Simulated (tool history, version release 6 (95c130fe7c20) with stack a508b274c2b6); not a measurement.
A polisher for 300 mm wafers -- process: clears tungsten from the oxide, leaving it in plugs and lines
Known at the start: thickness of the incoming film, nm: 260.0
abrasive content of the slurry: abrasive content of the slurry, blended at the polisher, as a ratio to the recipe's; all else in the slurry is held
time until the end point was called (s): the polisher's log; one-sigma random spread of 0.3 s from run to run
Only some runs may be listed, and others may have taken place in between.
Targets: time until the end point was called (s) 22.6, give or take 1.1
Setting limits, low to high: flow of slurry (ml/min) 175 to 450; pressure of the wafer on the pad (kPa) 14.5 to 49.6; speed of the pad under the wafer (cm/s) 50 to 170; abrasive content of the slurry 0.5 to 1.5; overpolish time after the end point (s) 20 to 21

run  hour  flow of slurry (ml/min)  pressure of the wafer on the pad (kPa)  speed of the pad under the wafer (cm/s)  abrasive content of the slurry  overpolish time after the end point (s)  time until the end point was called (s)
  1     0                      290                                    31.7                                      110                               1                                       20                                   37.103
  2   1.3                      290                                    31.7                                      110                            1.15                                       20                                   34.488
  3   3.8                      290                                    26.2                                      110                            1.15                                       20                                    41.51
  4  10.4                      290                                      31                                      112                            1.15                                       20                                   35.426
  5  13.7                      290                                      31                                      112                            1.15                                       21                                   34.854
  6  18.8                      290                                      31                                      112                               1                                       21                                   35.905
  7  25.8                      290                                    35.2                                      114                               1                                       21                                   32.176
  8  32.6                      290                                    38.6                                      116                               1                                       21                                   28.482
  9  37.2                      290                                    40.7                                      116                               1                                       21                                   27.832

Consider the 5 candidate settings below. Which is the only one whose results all fall within their allowed miss of target?
  A  41.8                      295                                    45.5                                      118                            0.95                                       21                                        ?
  B  41.8                      290                                    43.4                                      136                               1                                       21                                        ?
  C  41.8                      310                                    36.5                                      104                            1.05                                       21                                        ?
  D  41.8                      250                                    37.9                                      108                            1.05                                       21                                        ?
  E  41.8                      310                                    36.5                                       94                             0.9                                       20                                        ?

move  time until the end point was called (s)
   A                                   24.863
   B                                    22.35
   C                                   33.103
   D                                   31.579
   E                                    37.65
A: nearer than the last run, and not there yet
B: meets every target
C: lands further from the targets than the last run did
D: lands further from the targets than the last run did
E: lands further from the targets than the last run did
Move B is the one to make.
